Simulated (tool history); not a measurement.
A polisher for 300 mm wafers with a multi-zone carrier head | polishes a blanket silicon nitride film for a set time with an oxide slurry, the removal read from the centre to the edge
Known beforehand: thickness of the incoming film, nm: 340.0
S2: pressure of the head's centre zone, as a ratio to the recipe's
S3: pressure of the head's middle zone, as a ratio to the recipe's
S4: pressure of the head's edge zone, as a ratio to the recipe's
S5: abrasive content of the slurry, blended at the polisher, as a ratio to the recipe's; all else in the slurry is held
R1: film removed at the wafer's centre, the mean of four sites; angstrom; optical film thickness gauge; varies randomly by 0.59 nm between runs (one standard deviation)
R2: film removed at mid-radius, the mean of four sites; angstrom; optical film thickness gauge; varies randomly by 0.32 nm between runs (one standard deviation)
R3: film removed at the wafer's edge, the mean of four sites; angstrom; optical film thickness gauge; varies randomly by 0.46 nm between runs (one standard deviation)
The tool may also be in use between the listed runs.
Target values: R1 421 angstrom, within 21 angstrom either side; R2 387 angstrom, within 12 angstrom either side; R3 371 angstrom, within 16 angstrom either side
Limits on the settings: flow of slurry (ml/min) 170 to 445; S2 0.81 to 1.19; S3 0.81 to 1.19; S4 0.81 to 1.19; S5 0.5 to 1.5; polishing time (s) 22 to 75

{"run": 1, "day": 0.0, "flow of slurry (ml/min)": 285, "S2": 1, "S3": 1, "S4": 1, "S5": 1, "polishing time (s)": 48, "R1": 272.96, "R2": 264.02, "R3": 270.05}
{"run": 2, "day": 0.212, "flow of slurry (ml/min)": 285, "S2": 1, "S3": 0.95, "S4": 1, "S5": 1, "polishing time (s)": 48, "R1": 272.78, "R2": 254.89, "R3": 273.77}
{"run": 3, "day": 0.362, "flow of slurry (ml/min)": 290, "S2": 1.02, "S3": 0.97, "S4": 1.01, "S5": 1.05, "polishing time (s)": 48, "R1": 291.1, "R2": 264.85, "R3": 281.38}
{"run": 4, "day": 0.567, "flow of slurry (ml/min)": 290, "S2": 0.98, "S3": 0.97, "S4": 1.01, "S5": 1.05, "polishing time (s)": 48, "R1": 277.05, "R2": 263.47, "R3": 273.59}
{"run": 5, "day": 0.688, "flow of slurry (ml/min)": 285, "S2": 0.99, "S3": 0.99, "S4": 1.02, "S5": 1.1, "polishing time (s)": 49, "R1": 280.81, "R2": 282.97, "R3": 292.16}
{"run": 6, "day": 0.996, "flow of slurry (ml/min)": 295, "S2": 1.02, "S3": 1, "S4": 1.02, "S5": 1.15, "polishing time (s)": 49, "R1": 304.91, "R2": 287.9, "R3": 294.92}
{"run": 7, "day": 1.083, "flow of slurry (ml/min)": 295, "S2": 1.02, "S3": 1, "S4": 1.02, "S5": 1.15, "polishing time (s)": 49, "R1": 304.84, "R2": 289.45, "R3": 295.01}
{"run": 8, "day": 1.454, "flow of slurry (ml/min)": 295, "S2": 1.03, "S3": 1.01, "S4": 1.03, "S5": 1.2, "polishing time (s)": 50, "R1": 320.9, "R2": 307.7, "R3": 305.85}
{"run": 9, "day": 1.542, "flow of slurry (ml/min)": 295, "S2": 1.04, "S3": 1.01, "S4": 1.04, "S5": 1.25, "polishing time (s)": 50, "R1": 332.88, "R2": 306.12, "R3": 313.02}
{"run": 10, "day": 1.617, "flow of slurry (ml/min)": 320, "S2": 1.11, "S3": 1.11, "S4": 1.09, "S5": 1.5, "polishing time (s)": 52, "R1": 391.89, "R2": 370.72, "R3": 357.2}

Exactly one of the 5 candidate moves below puts every result within its allowed miss. Which one?
{"run": "A", "day": 1.692, "flow of slurry (ml/min)": 315, "S2": 1.13, "S3": 1.12, "S4": 1.09, "S5": 1.5, "polishing time (s)": 54, "R1": "?", "R2": "?", "R3": "?"}
{"run": "B", "day": 1.692, "flow of slurry (ml/min)": 270, "S2": 1.19, "S3": 1, "S4": 1.08, "S5": 1.3, "polishing time (s)": 58, "R1": "?", "R2": "?", "R3": "?"}
{"run": "C", "day": 1.692, "flow of slurry (ml/min)": 355, "S2": 1.18, "S3": 1.04, "S4": 1.17, "S5": 1.5, "polishing time (s)": 51, "R1": "?", "R2": "?", "R3": "?"}
{"run": "D", "day": 1.692, "flow of slurry (ml/min)": 395, "S2": 1.1, "S3": 1.02, "S4": 1.15, "S5": 1.45, "polishing time (s)": 59, "R1": "?", "R2": "?", "R3": "?"}
{"run": "E", "day": 1.692, "flow of slurry (ml/min)": 335, "S2": 1.03, "S3": 1.09, "S4": 1.19, "S5": 1.45, "polishing time (s)": 53, "R1": "?", "R2": "?", "R3": "?"}

move=A R1=416.69 R2=387.04 R3=366.52
move=B R1=440.4 R2=356.43 R3=368.87
move=C R1=415.21 R2=348.33 R3=359.38
move=D R1=445.98 R2=395.54 R3=410.43
move=E R1=370.06 R2=369.49 R3=370.14
A: each result inside its tolerance
B: meets the target for the result that was furthest off, but another lies outside its allowed miss
C: meets the target for the result that was furthest off, but another lies outside its allowed miss
D: takes the result that was furthest off past its target
E: moves away from the targets compared with the last run
The right move is A.

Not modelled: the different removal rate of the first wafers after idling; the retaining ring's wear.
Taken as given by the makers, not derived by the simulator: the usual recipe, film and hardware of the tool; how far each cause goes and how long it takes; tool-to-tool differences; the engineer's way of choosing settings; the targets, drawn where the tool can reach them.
